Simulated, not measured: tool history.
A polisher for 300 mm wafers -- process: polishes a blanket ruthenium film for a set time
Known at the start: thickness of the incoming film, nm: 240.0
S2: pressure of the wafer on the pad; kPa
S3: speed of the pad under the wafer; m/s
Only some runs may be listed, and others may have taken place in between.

{"run": 1, "hour": 0.0, "flow of slurry (ml/min)": 170, "S2": 13.1, "S3": 1.12, "polishing time (s)": 51, "film removed (angstrom)": 581.41}
{"run": 2, "hour": 7.6, "flow of slurry (ml/min)": 170, "S2": 11, "S3": 1.12, "polishing time (s)": 51, "film removed (angstrom)": 507.46}
{"run": 3, "hour": 10.2, "flow of slurry (ml/min)": 165, "S2": 11, "S3": 1.12, "polishing time (s)": 51, "film removed (angstrom)": 503.08}
{"run": 4, "hour": 16.2, "flow of slurry (ml/min)": 160, "S2": 11, "S3": 1.12, "polishing time (s)": 51, "film removed (angstrom)": 503.83}
{"run": 5, "hour": 19.3, "flow of slurry (ml/min)": 160, "S2": 11, "S3": 1.12, "polishing time (s)": 54, "film removed (angstrom)": 529.67}
{"run": 6, "hour": 25.8, "flow of slurry (ml/min)": 160, "S2": 11, "S3": 1.12, "polishing time (s)": 54, "film removed (angstrom)": 533.94}
{"run": 7, "hour": 30.2, "flow of slurry (ml/min)": 155, "S2": 11, "S3": 1.12, "polishing time (s)": 54, "film removed (angstrom)": 531.27}
{"run": 8, "hour": 37.1, "flow of slurry (ml/min)": 150, "S2": 11, "S3": 1.12, "polishing time (s)": 54, "film removed (angstrom)": 525.26}
{"run": 9, "hour": 39.3, "flow of slurry (ml/min)": 145, "S2": 11, "S3": 1.12, "polishing time (s)": 54, "film removed (angstrom)": 518.97}
{"run": 10, "hour": 46.5, "flow of slurry (ml/min)": 140, "S2": 11, "S3": 1.12, "polishing time (s)": 54, "film removed (angstrom)": 520.61}
{"run": 11, "hour": 52.7, "flow of slurry (ml/min)": 135, "S2": 11, "S3": 1.12, "polishing time (s)": 54, "film removed (angstrom)": 516.56}

Run 12 has not been measured yet. What should we expect?
{"run": 12, "hour": 60.6, "flow of slurry (ml/min)": 130, "S2": 11, "S3": 1.12, "polishing time (s)": 54, "film removed (angstrom)": "?"}

{"run 12": {"film removed (angstrom)": 518.39}}

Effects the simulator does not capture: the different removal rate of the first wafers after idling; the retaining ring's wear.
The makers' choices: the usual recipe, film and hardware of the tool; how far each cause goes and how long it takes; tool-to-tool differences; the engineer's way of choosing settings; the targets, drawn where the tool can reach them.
